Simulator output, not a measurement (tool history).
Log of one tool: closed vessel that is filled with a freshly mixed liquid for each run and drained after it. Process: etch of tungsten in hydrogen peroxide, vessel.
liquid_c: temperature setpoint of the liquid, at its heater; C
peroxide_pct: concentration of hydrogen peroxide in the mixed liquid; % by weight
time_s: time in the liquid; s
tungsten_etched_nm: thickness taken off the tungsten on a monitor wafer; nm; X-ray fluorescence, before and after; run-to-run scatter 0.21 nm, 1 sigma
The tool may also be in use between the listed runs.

run 1 hour=0 | liquid_c=57 peroxide_pct=19.5 time_s=35 | tungsten_etched_nm=69.392
run 2 hour=8.8 | liquid_c=57 peroxide_pct=19.5 time_s=35 | tungsten_etched_nm=69.026
run 3 hour=16.4 | liquid_c=55.5 peroxide_pct=19.5 time_s=35 | tungsten_etched_nm=63.02
run 4 hour=17.2 | liquid_c=54.5 peroxide_pct=19.5 time_s=35 | tungsten_etched_nm=59.598
run 5 hour=19 | liquid_c=54.5 peroxide_pct=22.5 time_s=35 | tungsten_etched_nm=63.736
run 6 hour=25.9 | liquid_c=53.5 peroxide_pct=22.5 time_s=35 | tungsten_etched_nm=60.246
run 7 hour=26.8 | liquid_c=52.5 peroxide_pct=22.5 time_s=35 | tungsten_etched_nm=56.673
run 8 hour=31.8 | liquid_c=52 peroxide_pct=22.5 time_s=35 | tungsten_etched_nm=55.147

Run 9 comes next. What will it give?
-- hour=40.4 thermometer replaced
run 9 hour=40.4 | liquid_c=50 peroxide_pct=22.5 time_s=35 | tungsten_etched_nm=?

{"run 9": {"tungsten_etched_nm": 54.903}}
